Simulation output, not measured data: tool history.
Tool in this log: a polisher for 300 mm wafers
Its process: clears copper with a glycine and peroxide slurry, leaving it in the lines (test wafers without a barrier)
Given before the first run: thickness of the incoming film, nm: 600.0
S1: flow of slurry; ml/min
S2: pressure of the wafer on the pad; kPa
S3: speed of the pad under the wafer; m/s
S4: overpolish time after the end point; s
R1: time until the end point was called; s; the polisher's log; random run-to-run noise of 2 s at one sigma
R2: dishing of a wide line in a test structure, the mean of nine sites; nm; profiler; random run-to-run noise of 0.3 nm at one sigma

{"run": 1, "hour": 0.0, "S1": 150, "S2": 15.9, "S3": 1.08, "S4": 8, "R1": 134.62, "R2": 22.563}
{"run": 2, "hour": 6.7, "S1": 145, "S2": 13.8, "S3": 1.08, "S4": 8, "R1": 146.75, "R2": 20.901}
{"run": 3, "hour": 8.1, "S1": 145, "S2": 17.2, "S3": 1.08, "S4": 8, "R1": 125.3, "R2": 23.794}
{"run": 4, "hour": 16.4, "S1": 145, "S2": 17.2, "S3": 1.08, "S4": 11, "R1": 129.24, "R2": 30.776}
{"run": 5, "hour": 19.2, "S1": 145, "S2": 13.8, "S3": 1.06, "S4": 9, "R1": 146.92, "R2": 21.971}
{"run": 6, "hour": 24.2, "S1": 145, "S2": 13.8, "S3": 1.22, "S4": 9, "R1": 135.32, "R2": 25.499}
{"run": 7, "hour": 32.4, "S1": 145, "S2": 11.7, "S3": 1.16, "S4": 8, "R1": 152.07, "R2": 19.523}

Run 8, settings as shown, results not yet in. Your forecast:
{"run": 8, "hour": 37.1, "S1": 140, "S2": 10.3, "S3": 1.14, "S4": 8, "R1": "?", "R2": "?"}

R1: 164.08 s
R2: 18.303 nm
